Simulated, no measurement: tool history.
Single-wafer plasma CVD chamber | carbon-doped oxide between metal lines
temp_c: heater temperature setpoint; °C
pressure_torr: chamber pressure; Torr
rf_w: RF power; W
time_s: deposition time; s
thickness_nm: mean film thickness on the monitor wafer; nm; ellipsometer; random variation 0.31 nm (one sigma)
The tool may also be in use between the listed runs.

Run 1, day 0: temp_c 335 °C, pressure_torr 6.54 Torr, rf_w 430 W, time_s 15.8 s. Result: thickness_nm 80.267 nm.
Run 2, day 0.233: temp_c 327 °C, pressure_torr 6.54 Torr, rf_w 430 W, time_s 15.8 s. Result: thickness_nm 83.73 nm.
Run 3, day 0.329: temp_c 317 °C, pressure_torr 6.54 Torr, rf_w 430 W, time_s 15.8 s. Result: thickness_nm 85.86 nm.
Run 4, day 0.421: temp_c 327 °C, pressure_torr 5.93 Torr, rf_w 400 W, time_s 15.8 s. Result: thickness_nm 76.753 nm.
Run 5, day 0.475: temp_c 327 °C, pressure_torr 5.93 Torr, rf_w 400 W, time_s 15.8 s. Result: thickness_nm 76.667 nm.
Run 6, day 0.825: temp_c 327 °C, pressure_torr 5.93 Torr, rf_w 400 W, time_s 15.8 s. Result: thickness_nm 76.382 nm.
Run 7, day 0.988: temp_c 331 °C, pressure_torr 5.46 Torr, rf_w 380 W, time_s 15.8 s. Result: thickness_nm 72.024 nm.

Forecast run 8:
Run 8, day 1.092: temp_c 334 °C, pressure_torr 5.12 Torr, rf_w 360 W, time_s 15.8 s. Result: thickness_nm ?.

Run 8 gave thickness_nm 66.716 nm.
